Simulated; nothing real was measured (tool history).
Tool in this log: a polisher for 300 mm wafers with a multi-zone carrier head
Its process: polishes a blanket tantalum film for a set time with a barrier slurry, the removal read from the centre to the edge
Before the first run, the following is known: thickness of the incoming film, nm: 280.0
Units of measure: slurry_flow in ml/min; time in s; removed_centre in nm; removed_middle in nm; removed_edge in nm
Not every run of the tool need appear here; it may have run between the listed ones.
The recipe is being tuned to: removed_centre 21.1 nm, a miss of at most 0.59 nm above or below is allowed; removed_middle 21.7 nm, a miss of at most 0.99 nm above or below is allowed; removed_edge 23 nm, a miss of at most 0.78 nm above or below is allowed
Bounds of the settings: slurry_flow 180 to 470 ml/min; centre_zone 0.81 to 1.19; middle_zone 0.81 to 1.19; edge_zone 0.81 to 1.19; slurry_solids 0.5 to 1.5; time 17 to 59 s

run,hour,slurry_flow,centre_zone,middle_zone,edge_zone,slurry_solids,time,removed_centre,removed_middle,removed_edge
1,0,300,1,1,1,1,38,37.974,37.137,37.794
2,5.8,300,1,1,1,1,32,32.4,32.939,31.794
3,14.8,290,0.97,0.95,0.98,0.85,31,28.289,28.132,28.534
4,20.9,290,0.97,0.95,1.06,0.85,31,28.244,27.686,30.223
5,24.8,285,0.94,0.92,1.01,0.75,31,25.98,24.959,27.921
6,31.6,285,0.94,1,1.01,0.75,31,25.751,27.313,27.657
7,36.6,280,0.91,0.97,0.97,0.7,31,24.228,24.758,25.642
8,43.7,270,0.89,0.96,0.95,0.7,31,23.944,25.148,25.399
9,52.2,270,0.87,0.94,0.94,0.65,31,22.739,24.17,24.766
10,56.8,255,0.84,0.85,0.84,0.6,31,20.785,20.83,21.937
11,58,260,0.84,0.86,0.85,0.6,31,20.502,21.09,22.207

Next run, 4 choices. One meets every target within its allowed miss, the rest don't. Which?
A,59.2,230,0.81,0.86,0.83,0.55,38,?,?,?
B,59.2,290,0.83,0.82,0.9,0.6,33,?,?,?
C,59.2,255,0.81,0.91,1.01,0.6,33,?,?,?
D,59.2,385,0.86,0.9,0.95,0.7,27,?,?,?

move,removed_centre,removed_middle,removed_edge
A,22.719,23.752,24.748
B,22.05,21.689,24.217
C,21.295,23.279,25.252
D,20.945,21.56,22.706
A: takes the biggest miss from the last run beyond its target
B: takes the biggest miss from the last run beyond its target
C: takes the biggest miss from the last run beyond its target
D: meets every target
The right move is D.
